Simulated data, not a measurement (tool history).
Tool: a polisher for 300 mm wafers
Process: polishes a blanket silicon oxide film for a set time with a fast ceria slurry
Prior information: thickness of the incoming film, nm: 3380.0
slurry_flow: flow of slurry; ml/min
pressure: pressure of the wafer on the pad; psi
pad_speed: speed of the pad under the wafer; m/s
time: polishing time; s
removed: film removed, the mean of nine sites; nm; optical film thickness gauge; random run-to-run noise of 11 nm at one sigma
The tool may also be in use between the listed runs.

| run | hour | slurry_flow | pressure | pad_speed | time | removed |
|---|---|---|---|---|---|---|
| 1 | 0.0 | 255 | 3.1 | 1.12 | 33 | 593.30 |
| 2 | 7.5 | 255 | 3.3 | 1.12 | 33 | 646.58 |
| 3 | 14.7 | 255 | 3.4 | 1.12 | 33 | 658.40 |
| 4 | 23.0 | 255 | 4.0 | 1.12 | 33 | 765.60 |
| 5 | 27.0 | 255 | 4.0 | 1.12 | 29 | 668.71 |
| 6 | 30.5 | 255 | 4.0 | 1.02 | 29 | 629.73 |

Estimate the outcome of run 7 from the log above:
| 7 | 34.1 | 255 | 4.9 | 1.08 | 29 | ? |

{"run 7": {"removed": 788.76}}

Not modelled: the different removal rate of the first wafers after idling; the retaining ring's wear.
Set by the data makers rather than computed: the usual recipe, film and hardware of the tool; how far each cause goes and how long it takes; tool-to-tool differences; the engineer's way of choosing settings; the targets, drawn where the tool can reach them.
